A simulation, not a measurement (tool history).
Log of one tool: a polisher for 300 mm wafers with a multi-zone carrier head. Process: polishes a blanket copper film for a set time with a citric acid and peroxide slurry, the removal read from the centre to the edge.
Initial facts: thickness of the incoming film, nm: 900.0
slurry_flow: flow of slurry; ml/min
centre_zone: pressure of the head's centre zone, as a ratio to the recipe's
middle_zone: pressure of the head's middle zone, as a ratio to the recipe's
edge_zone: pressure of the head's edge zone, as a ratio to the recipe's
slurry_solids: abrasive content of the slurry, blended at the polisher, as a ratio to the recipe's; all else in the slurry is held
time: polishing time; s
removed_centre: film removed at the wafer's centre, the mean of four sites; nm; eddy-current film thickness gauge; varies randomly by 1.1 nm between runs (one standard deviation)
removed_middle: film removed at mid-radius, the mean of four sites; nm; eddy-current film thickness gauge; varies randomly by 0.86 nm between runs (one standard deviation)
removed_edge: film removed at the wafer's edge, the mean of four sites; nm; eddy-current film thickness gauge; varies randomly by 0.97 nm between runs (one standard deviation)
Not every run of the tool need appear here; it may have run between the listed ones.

| run | hour | slurry_flow | centre_zone | middle_zone | edge_zone | slurry_solids | time | removed_centre | removed_middle | removed_edge |
|---|---|---|---|---|---|---|---|---|---|---|
| 1 | 0.0 | 175 | 1.00 | 1.00 | 1.00 | 1.00 | 36 | 83.970 | 84.624 | 87.667 |
| 2 | 8.5 | 175 | 1.04 | 1.00 | 1.00 | 1.00 | 36 | 88.484 | 86.145 | 87.066 |
| 3 | 14.2 | 175 | 1.04 | 0.95 | 1.00 | 1.00 | 36 | 89.542 | 82.253 | 88.146 |
| 4 | 20.9 | 185 | 1.01 | 0.96 | 1.04 | 1.10 | 37 | 93.584 | 88.224 | 94.140 |
| 5 | 22.6 | 185 | 1.01 | 0.96 | 1.10 | 1.10 | 37 | 92.872 | 88.636 | 97.897 |
| 6 | 29.5 | 190 | 0.98 | 0.97 | 1.12 | 1.15 | 37 | 91.426 | 90.521 | 98.786 |
| 7 | 30.1 | 185 | 0.88 | 0.94 | 1.19 | 1.40 | 42 | 95.085 | 107.140 | 123.910 |
| 8 | 38.4 | 180 | 0.88 | 0.94 | 1.18 | 1.40 | 42 | 95.450 | 104.820 | 121.840 |
| 9 | 43.2 | 180 | 0.88 | 0.94 | 1.17 | 1.40 | 42 | 96.857 | 107.280 | 121.250 |

Run 10 is up next; what results do you expect?
|  | 52.0 | worn pad replaced by a new one |
| 10 | 52.0 | 175 | 0.88 | 0.94 | 1.17 | 1.40 | 42 | ? | ? | ? |

Run 10 gave removed_centre 107.280 nm, removed_middle 115.600 nm, removed_edge 130.290 nm.
